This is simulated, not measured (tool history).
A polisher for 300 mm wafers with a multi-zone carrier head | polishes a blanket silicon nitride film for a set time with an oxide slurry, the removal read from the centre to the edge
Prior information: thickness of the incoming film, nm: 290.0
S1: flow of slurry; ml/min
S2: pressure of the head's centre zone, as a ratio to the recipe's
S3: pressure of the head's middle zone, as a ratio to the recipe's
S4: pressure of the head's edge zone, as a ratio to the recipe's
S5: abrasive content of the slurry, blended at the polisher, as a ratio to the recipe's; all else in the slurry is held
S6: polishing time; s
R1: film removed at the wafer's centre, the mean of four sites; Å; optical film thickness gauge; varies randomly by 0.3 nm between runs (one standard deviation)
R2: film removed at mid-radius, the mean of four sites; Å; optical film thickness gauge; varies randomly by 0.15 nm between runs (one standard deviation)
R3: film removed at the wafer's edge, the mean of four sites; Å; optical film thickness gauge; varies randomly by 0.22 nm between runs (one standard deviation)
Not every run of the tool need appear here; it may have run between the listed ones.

{"run": 1, "hour": 0.0, "S1": 135, "S2": 1, "S3": 1, "S4": 1, "S5": 1, "S6": 39, "R1": 183.64, "R2": 186.49, "R3": 188.08}
{"run": 2, "hour": 2.1, "S1": 140, "S2": 0.99, "S3": 0.99, "S4": 1.04, "S5": 1.1, "S6": 39, "R1": 195.99, "R2": 191.16, "R3": 202.62}
{"run": 3, "hour": 4.6, "S1": 145, "S2": 0.96, "S3": 1, "S4": 1.07, "S5": 1.15, "S6": 39, "R1": 186.91, "R2": 199.75, "R3": 209.53}
{"run": 4, "hour": 10.5, "S1": 145, "S2": 0.96, "S3": 1, "S4": 1.07, "S5": 1.3, "S6": 39, "R1": 197.25, "R2": 210.38, "R3": 220.79}
{"run": 5, "hour": 16.4, "S1": 150, "S2": 0.96, "S3": 0.99, "S4": 1.09, "S5": 1.35, "S6": 39, "R1": 199.44, "R2": 212.86, "R3": 224.9}
{"run": 6, "hour": 20.4, "S1": 150, "S2": 0.96, "S3": 0.98, "S4": 1.11, "S5": 1.4, "S6": 40, "R1": 212.13, "R2": 218.78, "R3": 231.93}
{"run": 7, "hour": 26.3, "S1": 155, "S2": 0.94, "S3": 0.97, "S4": 1.13, "S5": 1.4, "S6": 41, "R1": 222.31, "R2": 224.65, "R3": 247.8}
{"run": 8, "hour": 28.1, "S1": 180, "S2": 0.84, "S3": 0.99, "S4": 1.18, "S5": 1.4, "S6": 41, "R1": 197.93, "R2": 232.24, "R3": 257.32}
{"run": 9, "hour": 32.9, "S1": 185, "S2": 0.85, "S3": 0.98, "S4": 1.18, "S5": 1.4, "S6": 41, "R1": 194.56, "R2": 231.65, "R3": 256.04}
{"run": 10, "hour": 37.5, "S1": 185, "S2": 0.86, "S3": 0.97, "S4": 1.18, "S5": 1.4, "S6": 41, "R1": 206.45, "R2": 230.58, "R3": 253.86}
{"run": 11, "hour": 41.0, "S1": 180, "S2": 0.86, "S3": 0.97, "S4": 1.18, "S5": 1.4, "S6": 41, "R1": 203.74, "R2": 229.59, "R3": 259.15}
{"run": 12, "hour": 49.3, "S1": 180, "S2": 0.87, "S3": 0.97, "S4": 1.18, "S5": 1.4, "S6": 41, "R1": 204.52, "R2": 229.29, "R3": 253.43}
{"run": 13, "hour": 53.1, "S1": 180, "S2": 0.87, "S3": 0.96, "S4": 1.18, "S5": 1.4, "S6": 41, "R1": 202.52, "R2": 227.55, "R3": 255.01}

Run 14 is up next; what results do you expect?
{"run": 14, "hour": 58.2, "S1": 180, "S2": 0.88, "S3": 0.96, "S4": 1.18, "S5": 1.4, "S6": 41, "R1": "?", "R2": "?", "R3": "?"}

R1: 209.82 Å
R2: 230.65 Å
R3: 257.95 Å
